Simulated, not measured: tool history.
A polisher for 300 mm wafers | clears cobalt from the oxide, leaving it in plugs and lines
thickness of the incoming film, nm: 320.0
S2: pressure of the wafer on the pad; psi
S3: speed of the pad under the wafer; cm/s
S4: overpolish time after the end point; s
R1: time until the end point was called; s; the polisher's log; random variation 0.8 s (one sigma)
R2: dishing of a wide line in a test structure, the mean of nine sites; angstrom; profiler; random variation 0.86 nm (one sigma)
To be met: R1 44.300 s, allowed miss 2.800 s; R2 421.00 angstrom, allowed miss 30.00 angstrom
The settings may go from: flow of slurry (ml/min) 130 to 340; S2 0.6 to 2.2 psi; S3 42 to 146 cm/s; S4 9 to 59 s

run 1 hour=0.0 | flow_of_slurry_(ml/min)=220 S2=1.4 S3=94 S4=30 | R1=73.763 R2=402.16
run 2 hour=5.1 | flow_of_slurry_(ml/min)=220 S2=1.1 S3=94 S4=30 | R1=91.161 R2=373.16
run 3 hour=7.9 | flow_of_slurry_(ml/min)=220 S2=1.4 S3=98 S4=26 | R1=68.479 R2=385.26
run 4 hour=16.7 | flow_of_slurry_(ml/min)=220 S2=1.4 S3=76 S4=26 | R1=90.160 R2=348.21
run 5 hour=17.4 | flow_of_slurry_(ml/min)=220 S2=1.5 S3=76 S4=26 | R1=85.560 R2=360.18
run 6 hour=19.4 | flow_of_slurry_(ml/min)=220 S2=1.7 S3=82 S4=25 | R1=68.749 R2=379.03
run 7 hour=25.1 | flow_of_slurry_(ml/min)=220 S2=1.9 S3=86 S4=24 | R1=58.690 R2=398.22
run 8 hour=30.1 | flow_of_slurry_(ml/min)=220 S2=2.0 S3=88 S4=23 | R1=56.476 R2=402.55
run 9 hour=37.4 | flow_of_slurry_(ml/min)=220 S2=2.1 S3=92 S4=22 | R1=49.703 R2=399.70
run 10 hour=39.2 | flow_of_slurry_(ml/min)=220 S2=2.1 S3=94 S4=23 | R1=48.525 R2=407.71

5 next moves are on the table. One of them brings every result within its allowed miss. Which?
run A hour=41.0 | flow_of_slurry_(ml/min)=300 S2=1.7 S3=138 S4=31 | R1=? R2=?
run B hour=41.0 | flow_of_slurry_(ml/min)=250 S2=2.2 S3=114 S4=25 | R1=? R2=?
run C hour=41.0 | flow_of_slurry_(ml/min)=195 S2=2.0 S3=98 S4=48 | R1=? R2=?
run D hour=41.0 | flow_of_slurry_(ml/min)=200 S2=2.1 S3=106 S4=26 | R1=? R2=?
run E hour=41.0 | flow_of_slurry_(ml/min)=225 S2=2.0 S3=90 S4=37 | R1=? R2=?

move=A R1=41.040 R2=431.30
move=B R1=39.172 R2=427.25
move=C R1=51.490 R2=434.63
move=D R1=45.310 R2=424.26
move=E R1=54.814 R2=430.68
A: takes the result that was furthest off past its target
B: takes the result that was furthest off past its target
C: further off than the last run
D: meets every target
E: further off than the last run
Answer: D
